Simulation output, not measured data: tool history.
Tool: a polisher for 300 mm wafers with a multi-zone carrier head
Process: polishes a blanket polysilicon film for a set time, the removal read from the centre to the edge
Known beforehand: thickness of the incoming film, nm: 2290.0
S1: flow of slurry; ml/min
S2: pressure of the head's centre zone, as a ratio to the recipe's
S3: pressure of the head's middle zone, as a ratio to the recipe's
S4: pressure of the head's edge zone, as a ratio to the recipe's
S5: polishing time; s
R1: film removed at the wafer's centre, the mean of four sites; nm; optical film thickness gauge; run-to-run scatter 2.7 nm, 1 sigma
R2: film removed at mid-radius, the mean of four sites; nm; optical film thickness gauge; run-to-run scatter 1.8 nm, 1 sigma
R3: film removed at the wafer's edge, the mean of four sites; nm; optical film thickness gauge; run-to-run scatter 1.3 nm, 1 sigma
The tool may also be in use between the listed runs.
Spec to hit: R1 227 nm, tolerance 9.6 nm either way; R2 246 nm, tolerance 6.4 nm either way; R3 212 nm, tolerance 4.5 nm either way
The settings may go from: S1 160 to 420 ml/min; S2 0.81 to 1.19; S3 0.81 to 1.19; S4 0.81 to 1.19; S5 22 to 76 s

run	day	S1	S2	S3	S4	S5	R1	R2	R3
1	0	270	1	1	1	49	340.71	347.75	368.96
2	0.146	275	1.01	1.04	0.95	42	299.96	308.18	308.72
3	0.321	275	1.01	1.07	0.91	38	265.28	285.37	276.27
4	0.554	275	1.01	1.07	0.87	38	274.21	291.83	271.62
5	0.721	270	1.02	1.09	0.85	35	254.51	263.37	244.83
6	0.817	270	1.02	1.09	0.85	47	340.41	358.81	330.13
7	0.854	270	1.03	1.11	0.84	42	303.99	324.37	294.37
8	0.975	295	1.04	1.12	0.83	38	286.09	299.87	268.11
9	1.329	285	1.04	1.13	0.82	35	259.37	277.39	243.32
10	1.396	210	1.06	1.15	0.81	31	213.5	233.6	205.31
11	1.579	220	1.06	1.15	0.81	31	222.31	237.6	208.52
12	1.642	225	1.06	1.16	0.81	31	220.51	240.48	207.3

Below are 5 possible settings for the next run. Only one of them brings all results inside the allowed miss of their targets. Which is it?
A	1.704	250	1.04	1.15	0.81	31	?	?	?
B	1.704	250	1.06	1.17	0.81	29	?	?	?
C	1.704	200	1.07	1.12	0.86	32	?	?	?
D	1.704	305	1.05	1.18	0.81	28	?	?	?
E	1.704	260	1.04	1.19	0.88	29	?	?	?

move	R1	R2	R3
A	220.99	246.31	209.99
B	210.76	233.59	196.39
C	222.01	237.03	214.58
D	209.67	235.17	194.49
E	208.54	238.57	204.18
A: hits every target within its allowed miss
B: further off than the last run
C: brings the last run's worst result on target, with another outside its allowed miss
D: further off than the last run
E: further off than the last run
A meets every target.

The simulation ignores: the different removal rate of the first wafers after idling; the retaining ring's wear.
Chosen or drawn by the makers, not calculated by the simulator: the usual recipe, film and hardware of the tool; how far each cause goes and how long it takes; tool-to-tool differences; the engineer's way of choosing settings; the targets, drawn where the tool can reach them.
